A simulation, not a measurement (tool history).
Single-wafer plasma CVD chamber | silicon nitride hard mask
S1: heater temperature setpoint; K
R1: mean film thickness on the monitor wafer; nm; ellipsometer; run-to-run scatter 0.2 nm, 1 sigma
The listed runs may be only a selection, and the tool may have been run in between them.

run 1 day=0 | S1=663.15 chamber_pressure_(Pa)=272 RF_power_(W)=380 deposition_time_(s)=19.5 | R1=31.724
run 2 day=0.158 | S1=654.15 chamber_pressure_(Pa)=272 RF_power_(W)=380 deposition_time_(s)=19.5 | R1=32.449
run 3 day=0.483 | S1=654.15 chamber_pressure_(Pa)=272 RF_power_(W)=380 deposition_time_(s)=19.5 | R1=32.255
run 4 day=0.783 | S1=654.15 chamber_pressure_(Pa)=285 RF_power_(W)=385 deposition_time_(s)=19.5 | R1=32.802
run 5 day=1.125 | S1=654.15 chamber_pressure_(Pa)=285 RF_power_(W)=385 deposition_time_(s)=19.5 | R1=32.855
run 6 day=1.288 | S1=654.15 chamber_pressure_(Pa)=285 RF_power_(W)=385 deposition_time_(s)=19.5 | R1=33.029
run 7 day=1.592 | S1=654.15 chamber_pressure_(Pa)=295 RF_power_(W)=385 deposition_time_(s)=19.5 | R1=33.318
-- day=1.862 capacitance manometer re-zeroed and calibrated
run 8 day=1.862 | S1=654.15 chamber_pressure_(Pa)=303 RF_power_(W)=385 deposition_time_(s)=19.5 | R1=33.016

Estimate the outcome of run 9 from the log above:
run 9 day=2.204 | S1=653.15 chamber_pressure_(Pa)=308 RF_power_(W)=390 deposition_time_(s)=19.5 | R1=?

For run 9 the tool returned R1 33.252 nm.
